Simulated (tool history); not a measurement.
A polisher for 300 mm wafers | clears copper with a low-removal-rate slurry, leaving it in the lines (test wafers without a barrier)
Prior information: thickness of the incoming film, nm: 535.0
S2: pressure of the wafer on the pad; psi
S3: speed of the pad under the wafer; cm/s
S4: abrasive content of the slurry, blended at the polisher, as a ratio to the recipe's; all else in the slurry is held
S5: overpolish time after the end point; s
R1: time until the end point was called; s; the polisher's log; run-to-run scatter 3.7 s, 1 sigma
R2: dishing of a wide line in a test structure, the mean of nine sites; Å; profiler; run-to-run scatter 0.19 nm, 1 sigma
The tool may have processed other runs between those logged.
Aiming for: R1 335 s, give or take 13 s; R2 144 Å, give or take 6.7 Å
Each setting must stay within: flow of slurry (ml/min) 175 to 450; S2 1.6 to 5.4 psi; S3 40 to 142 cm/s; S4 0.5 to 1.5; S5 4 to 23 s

Run 1, hour 0: flow of slurry (ml/min) 290, S2 3.5 psi, S3 90 cm/s, S4 1, S5 12 s. Result: R1 190.27 s, R2 242.83 Å.
Run 2, hour 7.7: flow of slurry (ml/min) 315, S2 3.5 psi, S3 90 cm/s, S4 1, S5 12 s. Result: R1 188.12 s, R2 241.36 Å.
Run 3, hour 13.1: flow of slurry (ml/min) 315, S2 3.5 psi, S3 100 cm/s, S4 1, S5 12 s. Result: R1 169.41 s, R2 260.77 Å.
Run 4, hour 18.8: flow of slurry (ml/min) 315, S2 3.5 psi, S3 100 cm/s, S4 1.1, S5 12 s. Result: R1 164.64 s, R2 275.01 Å.
Run 5, hour 24.4: flow of slurry (ml/min) 315, S2 3.5 psi, S3 100 cm/s, S4 1.1, S5 8 s. Result: R1 160.59 s, R2 188.75 Å.
Run 6, hour 32.5: flow of slurry (ml/min) 315, S2 3.1 psi, S3 96 cm/s, S4 1.1, S5 9 s. Result: R1 191.55 s, R2 189.32 Å.
Run 7, hour 36.6: flow of slurry (ml/min) 315, S2 2.7 psi, S3 94 cm/s, S4 1.1, S5 9 s. Result: R1 214.31 s, R2 169.69 Å.
Run 8, hour 37.7: flow of slurry (ml/min) 315, S2 2.4 psi, S3 90 cm/s, S4 1.1, S5 9 s. Result: R1 237.18 s, R2 154.45 Å.
Run 9, hour 44: flow of slurry (ml/min) 315, S2 2.2 psi, S3 86 cm/s, S4 1.1, S5 10 s. Result: R1 269.54 s, R2 148.58 Å.
Run 10, hour 48.3: flow of slurry (ml/min) 315, S2 2.1 psi, S3 86 cm/s, S4 1.1, S5 10 s. Result: R1 280.04 s, R2 146.15 Å.
Run 11, hour 53.9: flow of slurry (ml/min) 315, S2 2 psi, S3 86 cm/s, S4 1.1, S5 10 s. Result: R1 275.61 s, R2 142.28 Å.
Run 12, hour 59.4: flow of slurry (ml/min) 315, S2 1.9 psi, S3 84 cm/s, S4 1.1, S5 11 s. Result: R1 300.36 s, R2 149.31 Å.
Run 13, hour 60.7: flow of slurry (ml/min) 315, S2 1.9 psi, S3 84 cm/s, S4 1.1, S5 11 s. Result: R1 298.5 s, R2 148.92 Å.

Next run, 5 choices. One meets every target within its allowed miss, the rest don't. Which?
Run A, hour 62: flow of slurry (ml/min) 310, S2 1.6 psi, S3 86 cm/s, S4 1, S5 12 s. Result: R1 ?, R2 ?.
Run B, hour 62: flow of slurry (ml/min) 350, S2 2 psi, S3 94 cm/s, S4 0.9, S5 10 s. Result: R1 ?, R2 ?.
Run C, hour 62: flow of slurry (ml/min) 315, S2 1.9 psi, S3 82 cm/s, S4 1.05, S5 12 s. Result: R1 ?, R2 ?.
Run D, hour 62: flow of slurry (ml/min) 325, S2 1.6 psi, S3 84 cm/s, S4 1.15, S5 13 s. Result: R1 ?, R2 ?.
Run E, hour 62: flow of slurry (ml/min) 370, S2 2.7 psi, S3 76 cm/s, S4 1, S5 10 s. Result: R1 ?, R2 ?.

move      R1      R2
   A  336.31  145.57
   B  273.31  149.41
   C  314.03  155.28
   D  332.14  158.23
   E  267.75  152.89
A: meets every target
B: misses by more than the last run did
C: nearer the targets than the last run, but a result is still out of spec
D: puts the biggest miss on target and leaves a different result outside tolerance
E: misses by more than the last run did
A is the move that brings every result within its allowed miss.

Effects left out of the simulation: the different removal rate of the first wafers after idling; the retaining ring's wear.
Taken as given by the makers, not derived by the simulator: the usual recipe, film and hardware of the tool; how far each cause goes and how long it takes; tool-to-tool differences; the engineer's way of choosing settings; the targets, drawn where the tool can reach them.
